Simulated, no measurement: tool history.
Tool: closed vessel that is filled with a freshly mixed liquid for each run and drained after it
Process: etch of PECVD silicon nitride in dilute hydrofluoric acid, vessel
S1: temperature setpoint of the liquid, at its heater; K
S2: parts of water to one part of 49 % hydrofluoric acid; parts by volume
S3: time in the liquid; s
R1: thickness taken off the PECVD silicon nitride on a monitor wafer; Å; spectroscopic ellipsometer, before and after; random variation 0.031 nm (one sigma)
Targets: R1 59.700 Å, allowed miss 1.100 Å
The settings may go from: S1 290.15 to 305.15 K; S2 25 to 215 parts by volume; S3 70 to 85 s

run  hour      S1   S2  S3      R1
  1   0.0  297.15  120  85  26.043
  2   4.4  297.15  120  85  26.307
  3   6.4  297.15  155  85  20.484
  4  12.9  299.15  135  85  26.512
  5  19.9  297.15  135  85  23.372
  6  22.5  297.15  135  70  19.283
  7  25.5  299.15  120  70  24.581
  8  31.1  300.65  100  70  32.220
  9  33.5  304.65   55  70  76.479
 10  36.4  304.15   55  70  73.815
 11  44.4  300.15   55  70  56.971

Which of these 4 next moves meets every target?
  A  52.4  300.15  60  80   ?
  B  52.4  299.15  50  75   ?
  C  52.4  297.65  50  70   ?
  D  52.4  299.15  60  75   ?

move      R1
   A  59.731
   B  62.730
   C  52.965
   D  52.429
A: meets every target
B: takes the result that was furthest off past its target
C: further off than the last run
D: further off than the last run
Answer: A
